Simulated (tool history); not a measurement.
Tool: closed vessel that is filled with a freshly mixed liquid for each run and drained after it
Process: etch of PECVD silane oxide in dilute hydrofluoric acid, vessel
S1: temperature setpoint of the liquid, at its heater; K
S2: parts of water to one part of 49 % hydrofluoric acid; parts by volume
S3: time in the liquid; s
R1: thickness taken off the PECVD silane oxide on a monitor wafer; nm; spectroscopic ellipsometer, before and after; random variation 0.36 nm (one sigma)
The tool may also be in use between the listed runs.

run 1 hour=0 | S1=298.15 S2=175 S3=375 | R1=54.671
run 2 hour=2.7 | S1=297.65 S2=175 S3=375 | R1=53.685
run 3 hour=9.6 | S1=297.65 S2=135 S3=375 | R1=72.573
run 4 hour=15 | S1=297.65 S2=135 S3=375 | R1=72.942
run 5 hour=17.9 | S1=297.65 S2=135 S3=375 | R1=72.382
run 6 hour=25.6 | S1=297.65 S2=110 S3=375 | R1=90.321
run 7 hour=33 | S1=296.65 S2=115 S3=375 | R1=82.54
run 8 hour=40 | S1=295.65 S2=120 S3=375 | R1=75.404
run 9 hour=42.3 | S1=295.15 S2=125 S3=375 | R1=71.458

Forecast run 10:
run 10 hour=44.4 | S1=294.65 S2=130 S3=375 | R1=?

{"run 10": {"R1": 65.81}}

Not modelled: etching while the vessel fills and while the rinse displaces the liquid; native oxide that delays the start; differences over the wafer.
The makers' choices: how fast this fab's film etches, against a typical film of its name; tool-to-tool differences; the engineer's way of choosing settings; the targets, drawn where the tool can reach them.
